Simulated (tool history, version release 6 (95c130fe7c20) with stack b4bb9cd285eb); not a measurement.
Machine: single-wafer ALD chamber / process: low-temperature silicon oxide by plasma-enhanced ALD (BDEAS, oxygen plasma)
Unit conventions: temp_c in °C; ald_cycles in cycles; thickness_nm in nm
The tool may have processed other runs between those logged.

Run 1, hour 0.0: temp_c 90 °C, ald_cycles 29 cycles. Result: thickness_nm 4.2035 nm.
Run 2, hour 3.8: temp_c 99 °C, ald_cycles 29 cycles. Result: thickness_nm 4.0977 nm.
Run 3, hour 7.6: temp_c 89 °C, ald_cycles 29 cycles. Result: thickness_nm 4.2290 nm.
Run 4, hour 14.4: temp_c 82 °C, ald_cycles 29 cycles. Result: thickness_nm 4.3311 nm.
Run 5, hour 18.9: temp_c 82 °C, ald_cycles 25 cycles. Result: thickness_nm 3.7401 nm.
Run 6, hour 21.3: temp_c 74 °C, ald_cycles 25 cycles. Result: thickness_nm 3.8440 nm.

Predict the results of run 7:
Run 7, hour 23.2: temp_c 76 °C, ald_cycles 25 cycles. Result: thickness_nm ?.

thickness_nm: 3.7750 nm
